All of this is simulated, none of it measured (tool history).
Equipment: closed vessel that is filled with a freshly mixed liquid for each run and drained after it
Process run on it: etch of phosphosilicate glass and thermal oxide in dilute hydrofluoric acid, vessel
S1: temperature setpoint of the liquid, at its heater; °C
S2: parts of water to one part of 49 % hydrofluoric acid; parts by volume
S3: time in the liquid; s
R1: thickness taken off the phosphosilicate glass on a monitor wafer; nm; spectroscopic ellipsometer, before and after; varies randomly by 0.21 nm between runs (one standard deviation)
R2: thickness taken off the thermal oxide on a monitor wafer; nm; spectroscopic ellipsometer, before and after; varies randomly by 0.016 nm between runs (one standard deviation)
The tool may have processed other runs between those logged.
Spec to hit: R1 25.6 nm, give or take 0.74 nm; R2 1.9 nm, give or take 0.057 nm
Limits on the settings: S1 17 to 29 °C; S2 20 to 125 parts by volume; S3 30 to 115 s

| run | hour | S1 | S2 | S3 | R1 | R2 |
|---|---|---|---|---|---|---|
| 1 | 0 | 21 | 70 | 60 | 55.412 | 4.1239 |
| 2 | 3.4 | 21 | 70 | 70 | 65.627 | 4.8212 |
| 3 | 10.1 | 21 | 60 | 70 | 77.227 | 5.7203 |
| 4 | 12.4 | 21 | 50 | 70 | 92.659 | 6.9609 |
| 5 | 19.1 | 20.5 | 55 | 70 | 82.553 | 6.1106 |
| 6 | 27.1 | 20.5 | 60 | 70 | 75.354 | 5.5706 |
| 7 | 29.7 | 20 | 65 | 70 | 68.456 | 4.9911 |
| 8 | 38.6 | 20 | 70 | 70 | 63.194 | 4.6134 |
| 9 | 46.4 | 20 | 75 | 70 | 58.119 | 4.2655 |
| 10 | 54.6 | 20 | 75 | 70 | 57.668 | 4.2772 |
| 11 | 61.9 | 17 | 105 | 70 | 35.095 | 2.5783 |
| 12 | 64.6 | 17 | 115 | 70 | 31.946 | 2.3422 |
| 13 | 66 | 17 | 120 | 65 | 28.193 | 2.0745 |
| 14 | 71.1 | 17 | 125 | 65 | 26.566 | 1.9759 |
| 15 | 73.8 | 17 | 125 | 60 | 24.831 | 1.8548 |

Exactly one of the 4 candidate moves below puts every result within its allowed miss. Which one?
| A | 76.5 | 17 | 120 | 55 | ? | ? |
| B | 76.5 | 23.5 | 125 | 45 | ? | ? |
| C | 76.5 | 22 | 125 | 50 | ? | ? |
| D | 76.5 | 20.5 | 125 | 50 | ? | ? |

| move | R1 | R2 |
|---|---|---|
| A | 23.887 | 1.7851 |
| B | 24.263 | 1.8132 |
| C | 25.413 | 1.8991 |
| D | 23.935 | 1.7887 |
A: further off than the last run
B: further off than the last run
C: in spec on every target
D: further off than the last run
C is the move that brings every result within its allowed miss.
